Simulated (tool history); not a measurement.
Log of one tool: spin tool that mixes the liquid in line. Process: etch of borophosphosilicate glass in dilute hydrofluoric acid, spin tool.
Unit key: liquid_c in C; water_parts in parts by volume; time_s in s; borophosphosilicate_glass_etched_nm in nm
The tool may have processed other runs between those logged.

run	hour	liquid_c	water_parts	time_s	borophosphosilicate_glass_etched_nm
1	0	20	215	70	15.763
2	4.4	19.5	220	70	15.354
3	5.4	19.5	190	70	17.712
4	6.6	19.5	145	70	24.344
5	11.4	19.5	160	70	22.133
6	12.6	19.5	170	70	20.592
7	15.9	17	260	70	10.996

Predict the results of run 8:
8	24.2	17	265	70	?

{"run 8": {"borophosphosilicate_glass_etched_nm": 10.893}}

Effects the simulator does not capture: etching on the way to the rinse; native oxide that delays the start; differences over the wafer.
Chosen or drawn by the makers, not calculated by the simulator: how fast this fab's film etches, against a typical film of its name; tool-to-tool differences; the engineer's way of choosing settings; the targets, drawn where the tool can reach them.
